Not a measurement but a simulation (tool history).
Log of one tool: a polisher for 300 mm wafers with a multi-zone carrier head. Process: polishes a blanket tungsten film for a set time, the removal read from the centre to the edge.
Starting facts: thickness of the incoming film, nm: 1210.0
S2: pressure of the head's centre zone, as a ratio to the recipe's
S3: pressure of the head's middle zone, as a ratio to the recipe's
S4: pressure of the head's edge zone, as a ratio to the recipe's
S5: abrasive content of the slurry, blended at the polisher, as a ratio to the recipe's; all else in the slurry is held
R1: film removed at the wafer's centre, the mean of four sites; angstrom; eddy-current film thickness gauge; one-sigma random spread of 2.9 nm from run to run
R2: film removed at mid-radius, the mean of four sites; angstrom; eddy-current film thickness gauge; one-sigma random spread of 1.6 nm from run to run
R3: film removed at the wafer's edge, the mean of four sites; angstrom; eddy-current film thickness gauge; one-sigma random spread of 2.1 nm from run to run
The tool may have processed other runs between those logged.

{"run": 1, "hour": 0.0, "flow of slurry (ml/min)": 200, "S2": 1.0, "S3": 1.0, "S4": 1.0, "S5": 1.0, "polishing time (s)": 39, "R1": 2640.7, "R2": 2640.9, "R3": 2484.5}
{"run": 2, "hour": 6.6, "flow of slurry (ml/min)": 200, "S2": 1.0, "S3": 1.0, "S4": 1.0, "S5": 0.9, "polishing time (s)": 39, "R1": 2543.0, "R2": 2531.7, "R3": 2479.2}
{"run": 3, "hour": 7.9, "flow of slurry (ml/min)": 230, "S2": 1.0, "S3": 1.0, "S4": 1.0, "S5": 0.9, "polishing time (s)": 39, "R1": 2704.9, "R2": 2596.2, "R3": 2490.5}
{"run": 4, "hour": 16.4, "flow of slurry (ml/min)": 230, "S2": 1.0, "S3": 1.0, "S4": 1.0, "S5": 0.9, "polishing time (s)": 48, "R1": 3207.1, "R2": 3215.5, "R3": 3066.7}
{"run": 5, "hour": 24.0, "flow of slurry (ml/min)": 230, "S2": 1.0, "S3": 1.0, "S4": 1.0, "S5": 0.9, "polishing time (s)": 57, "R1": 3836.0, "R2": 3756.1, "R3": 3709.8}
{"run": 6, "hour": 32.1, "flow of slurry (ml/min)": 280, "S2": 1.0, "S3": 1.0, "S4": 1.0, "S5": 0.9, "polishing time (s)": 57, "R1": 3849.5, "R2": 3860.4, "R3": 3712.0}

What does the tool deliver on the next run?
{"hour": 40.4, "done": "edge zone pressure recalibrated"}
{"run": 7, "hour": 40.4, "flow of slurry (ml/min)": 280, "S2": 1.0, "S3": 1.0, "S4": 1.0, "S5": 0.9, "polishing time (s)": 57, "R1": "?", "R2": "?", "R3": "?"}

Run 7 produced R1 3921.1 angstrom, R2 3926.7 angstrom, R3 3850.8 angstrom.
